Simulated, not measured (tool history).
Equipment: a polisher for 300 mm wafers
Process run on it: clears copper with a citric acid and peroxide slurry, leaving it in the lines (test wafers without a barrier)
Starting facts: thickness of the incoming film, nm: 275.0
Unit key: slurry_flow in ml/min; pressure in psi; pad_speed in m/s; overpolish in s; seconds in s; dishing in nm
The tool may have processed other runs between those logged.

run  hour  slurry_flow  pressure  pad_speed  slurry_solids  overpolish  seconds  dishing
  1     0          300       3.5       1.26              1          10   74.124   18.514
  2   4.7          300       3.3       1.26              1          10   77.907   18.246
  3    13          300       3.1       1.26              1          10   83.449   17.587
  4  15.4          300         3       1.26              1          10   88.976   17.001
  5  19.2          300         3        1.1              1          10   91.094   16.119
  6    27          300       2.9       1.12              1          10   94.546   15.721
  7  30.3          300       2.8       1.14              1          10   95.101   15.427

What will run 8 give?
  8  33.2          300       2.7       1.14              1          11        ?        ?

seconds: 99.937 s
dishing: 15.533 nm
